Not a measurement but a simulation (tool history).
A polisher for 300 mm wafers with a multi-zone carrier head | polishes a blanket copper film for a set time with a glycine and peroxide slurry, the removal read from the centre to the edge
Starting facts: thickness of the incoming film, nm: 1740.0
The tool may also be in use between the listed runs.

| run | hour | flow of slurry (ml/min) | pressure of the head's centre zone | pressure of the head's middle zone | pressure of the head's edge zone | polishing time (s) | film removed at the wafer's centre (angstrom) | film removed at mid-radius (angstrom) | film removed at the wafer's edge (angstrom) |
|---|---|---|---|---|---|---|---|---|---|
| 1 | 0 | 220 | 1 | 1 | 1 | 40 | 2492.4 | 2404.5 | 2391.9 |
| 2 | 4.2 | 220 | 0.95 | 1 | 1 | 40 | 2368.9 | 2411.7 | 2407 |
| 3 | 6.8 | 215 | 0.95 | 0.97 | 0.98 | 36 | 2114.5 | 2076.7 | 2104.1 |
| 4 | 8.1 | 210 | 0.94 | 0.94 | 0.95 | 34 | 1976 | 1967.5 | 1992.8 |
| 5 | 13 | 210 | 0.94 | 0.94 | 0.95 | 30 | 1734 | 1718.6 | 1737.8 |
| 6 | 15.7 | 205 | 0.94 | 0.92 | 0.94 | 29 | 1666.2 | 1645.8 | 1673.2 |
| 7 | 17.1 | 200 | 0.95 | 0.9 | 0.93 | 28 | 1655.8 | 1539.4 | 1619.3 |
| 8 | 24.6 | 195 | 0.95 | 0.89 | 0.91 | 27 | 1552.9 | 1475.5 | 1540.8 |
| 9 | 27.9 | 190 | 0.95 | 0.88 | 0.89 | 27 | 1562.8 | 1434.9 | 1523.9 |
| 10 | 29.7 | 185 | 0.95 | 0.88 | 0.88 | 27 | 1559.3 | 1445 | 1472.1 |
| 11 | 34.9 | 180 | 0.94 | 0.87 | 0.88 | 27 | 1512.8 | 1459.5 | 1495.2 |
| 12 | 38.9 | 175 | 0.97 | 0.81 | 0.87 | 23 | 1318.1 | 1138.8 | 1249.4 |

Predict the results of run 13:
| 13 | 47.9 | 185 | 0.97 | 0.82 | 0.87 | 23 | ? | ? | ? |

Logged for run 13: film removed at the wafer's centre (angstrom) 1336.5, film removed at mid-radius (angstrom) 1185.6, film removed at the wafer's edge (angstrom) 1256.2.
